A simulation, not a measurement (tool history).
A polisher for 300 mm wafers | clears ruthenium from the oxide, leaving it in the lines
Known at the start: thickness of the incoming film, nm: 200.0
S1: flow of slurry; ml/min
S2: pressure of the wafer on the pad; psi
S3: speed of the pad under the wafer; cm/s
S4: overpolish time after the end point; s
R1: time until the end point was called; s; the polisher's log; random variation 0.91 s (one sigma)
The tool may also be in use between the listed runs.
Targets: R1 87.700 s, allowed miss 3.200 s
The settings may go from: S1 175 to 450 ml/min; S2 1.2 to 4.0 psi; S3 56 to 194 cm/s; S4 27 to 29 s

run 1 hour=0.0 | S1=290 S2=2.6 S3=124 S4=27 | R1=138.530
run 2 hour=9.1 | S1=290 S2=2.6 S3=104 S4=27 | R1=152.660
run 3 hour=9.9 | S1=230 S2=2.6 S3=104 S4=27 | R1=158.890
run 4 hour=16.8 | S1=230 S2=2.6 S3=132 S4=27 | R1=134.150
run 5 hour=22.4 | S1=230 S2=2.6 S3=106 S4=27 | R1=156.330
run 6 hour=23.2 | S1=230 S2=2.8 S3=106 S4=27 | R1=143.420
run 7 hour=25.9 | S1=230 S2=3.0 S3=106 S4=27 | R1=132.220
run 8 hour=33.6 | S1=230 S2=3.2 S3=106 S4=27 | R1=123.950
run 9 hour=37.1 | S1=230 S2=3.3 S3=108 S4=27 | R1=122.210
run 10 hour=44.9 | S1=230 S2=3.4 S3=112 S4=27 | R1=116.200
run 11 hour=49.2 | S1=230 S2=3.5 S3=114 S4=27 | R1=112.820
run 12 hour=50.2 | S1=230 S2=3.6 S3=118 S4=27 | R1=104.240
run 13 hour=58.0 | S1=230 S2=3.7 S3=120 S4=27 | R1=101.600
run 14 hour=66.2 | S1=230 S2=3.7 S3=122 S4=27 | R1=100.420
run 15 hour=73.8 | S1=230 S2=3.7 S3=124 S4=27 | R1=99.480
run 16 hour=82.2 | S1=230 S2=3.7 S3=126 S4=27 | R1=98.976
run 17 hour=91.2 | S1=230 S2=3.9 S3=130 S4=27 | R1=92.891

4 next moves are on the table. One of them brings every result within its allowed miss. Which?
run A hour=100.2 | S1=255 S2=3.9 S3=136 S4=29 | R1=?
run B hour=100.2 | S1=235 S2=3.7 S3=130 S4=29 | R1=?
run C hour=100.2 | S1=235 S2=3.9 S3=126 S4=27 | R1=?
run D hour=100.2 | S1=175 S2=3.8 S3=132 S4=27 | R1=?

move=A R1=86.691
move=B R1=94.768
move=C R1=91.884
move=D R1=94.156
A: meets every target
B: further off than the last run
C: nearer than the last run, and not there yet
D: further off than the last run
The right move is A.
